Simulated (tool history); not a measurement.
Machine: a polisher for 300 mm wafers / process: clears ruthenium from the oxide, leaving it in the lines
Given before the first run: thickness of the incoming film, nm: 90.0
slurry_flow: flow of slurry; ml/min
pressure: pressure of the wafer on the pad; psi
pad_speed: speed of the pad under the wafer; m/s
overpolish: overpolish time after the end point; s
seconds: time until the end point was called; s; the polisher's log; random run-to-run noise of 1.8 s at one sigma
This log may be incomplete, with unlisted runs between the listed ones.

Run 1, hour 0: slurry_flow 235 ml/min, pressure 2.6 psi, pad_speed 0.78 m/s, overpolish 27 s. Result: seconds 89.658 s.
Run 2, hour 5.2: slurry_flow 235 ml/min, pressure 2.6 psi, pad_speed 0.78 m/s, overpolish 29 s. Result: seconds 89.082 s.
Run 3, hour 10.4: slurry_flow 290 ml/min, pressure 2.6 psi, pad_speed 0.78 m/s, overpolish 29 s. Result: seconds 85.143 s.
Run 4, hour 17.9: slurry_flow 285 ml/min, pressure 2.4 psi, pad_speed 0.78 m/s, overpolish 29 s. Result: seconds 92.848 s.
Run 5, hour 20.4: slurry_flow 280 ml/min, pressure 2.2 psi, pad_speed 0.78 m/s, overpolish 29 s. Result: seconds 101.41 s.
Run 6, hour 28.4: slurry_flow 250 ml/min, pressure 2.2 psi, pad_speed 0.78 m/s, overpolish 29 s. Result: seconds 103.13 s.

Run 7 comes next. What will it give?
Run 7, hour 33.4: slurry_flow 250 ml/min, pressure 2.1 psi, pad_speed 0.78 m/s, overpolish 29 s. Result: seconds ?.

{"run 7": {"seconds": 109.71}}
